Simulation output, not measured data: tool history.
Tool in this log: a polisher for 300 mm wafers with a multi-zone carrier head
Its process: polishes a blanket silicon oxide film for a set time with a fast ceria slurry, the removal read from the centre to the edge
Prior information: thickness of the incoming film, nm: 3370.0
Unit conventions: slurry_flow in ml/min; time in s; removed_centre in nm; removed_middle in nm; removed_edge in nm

run  hour  slurry_flow  centre_zone  middle_zone  edge_zone  time  removed_centre  removed_middle  removed_edge
  1     0          275            1            1          1    61          1410.2          1355.7        1341.3
  2   4.6          290         1.04         1.05       1.04    63          1514.2          1465.3        1427.7
  3   5.3          305         1.08         1.09       1.06    64          1617.3          1511.3        1441.5
  4   9.6          310         1.09         1.11       1.08    66          1697.2          1619.6          1505
  5  17.9          320          1.1         1.12       1.11    67          1741.3          1629.3        1594.7
  6  23.3          330         1.11         1.14       1.11    67          1759.3          1691.2        1575.6

Run 7 has not been measured yet. What should we expect?
  7    30          340         1.12         1.15       1.12    67               ?               ?             ?

Run 7 gave removed_centre 1785.3 nm, removed_middle 1679 nm, removed_edge 1571.5 nm.
